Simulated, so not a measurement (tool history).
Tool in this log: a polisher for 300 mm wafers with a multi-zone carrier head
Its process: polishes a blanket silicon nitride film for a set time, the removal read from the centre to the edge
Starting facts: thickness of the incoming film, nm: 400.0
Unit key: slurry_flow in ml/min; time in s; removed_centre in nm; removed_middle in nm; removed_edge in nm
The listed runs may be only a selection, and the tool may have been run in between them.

run,hour,slurry_flow,centre_zone,middle_zone,edge_zone,time,removed_centre,removed_middle,removed_edge
1,0,125,1,1,1,50,167,168.31,171.57
2,4.7,120,1,0.98,0.98,49,161.96,161.32,166.52
3,6.4,120,1,0.98,1.02,49,160.42,159.57,169.78
4,8.9,115,1,0.96,0.99,48,156.24,153.83,163.86
5,14.7,100,1,0.96,0.99,48,152.54,149.55,158.38
6,20.8,100,1,0.96,0.95,48,151.4,149.31,158.51
7,29.3,100,1.01,0.96,0.94,47,148.45,144.3,153.2
8,31,100,1.01,0.96,0.94,47,150.29,143.82,151.55

Expected results for the next run?
# hour 31.9: edge zone pressure recalibrated
9,31.9,95,1.01,0.95,0.93,47,?,?,?

removed_centre: 148.62 nm
removed_middle: 142.95 nm
removed_edge: 141.84 nm
